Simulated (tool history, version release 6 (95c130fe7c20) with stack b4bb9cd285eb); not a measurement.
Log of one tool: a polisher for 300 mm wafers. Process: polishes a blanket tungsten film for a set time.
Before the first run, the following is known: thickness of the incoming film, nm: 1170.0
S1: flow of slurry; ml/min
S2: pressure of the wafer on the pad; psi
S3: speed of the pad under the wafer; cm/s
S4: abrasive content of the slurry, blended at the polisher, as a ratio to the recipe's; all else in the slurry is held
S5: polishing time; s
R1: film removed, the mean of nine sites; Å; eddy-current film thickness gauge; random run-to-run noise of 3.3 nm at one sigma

{"run": 1, "hour": 0.0, "S1": 240, "S2": 4.5, "S3": 90, "S4": 1, "S5": 37, "R1": 1543.4}
{"run": 2, "hour": 8.1, "S1": 240, "S2": 4.9, "S3": 90, "S4": 1, "S5": 37, "R1": 1673.5}
{"run": 3, "hour": 9.5, "S1": 240, "S2": 5.3, "S3": 90, "S4": 1, "S5": 37, "R1": 1768.6}
{"run": 4, "hour": 16.5, "S1": 240, "S2": 4.7, "S3": 90, "S4": 1, "S5": 37, "R1": 1638.1}
{"run": 5, "hour": 23.3, "S1": 240, "S2": 4.7, "S3": 90, "S4": 1, "S5": 33, "R1": 1428.6}
{"run": 6, "hour": 28.7, "S1": 240, "S2": 4.7, "S3": 102, "S4": 1, "S5": 33, "R1": 1632.1}
{"run": 7, "hour": 32.2, "S1": 240, "S2": 6, "S3": 104, "S4": 1, "S5": 33, "R1": 2091.5}
{"run": 8, "hour": 40.9, "S1": 240, "S2": 6.2, "S3": 104, "S4": 1, "S5": 33, "R1": 2127}
{"run": 9, "hour": 46.7, "S1": 240, "S2": 6.2, "S3": 104, "S4": 1, "S5": 33, "R1": 2171.8}
{"run": 10, "hour": 55.4, "S1": 240, "S2": 6.4, "S3": 104, "S4": 1, "S5": 33, "R1": 2226.8}
{"run": 11, "hour": 62.8, "S1": 240, "S2": 6.5, "S3": 104, "S4": 1, "S5": 33, "R1": 2262.8}

What will run 12 give?
{"run": 12, "hour": 66.7, "S1": 240, "S2": 6.6, "S3": 104, "S4": 1, "S5": 33, "R1": "?"}

Run 12 came out at R1 2231.2 Å.
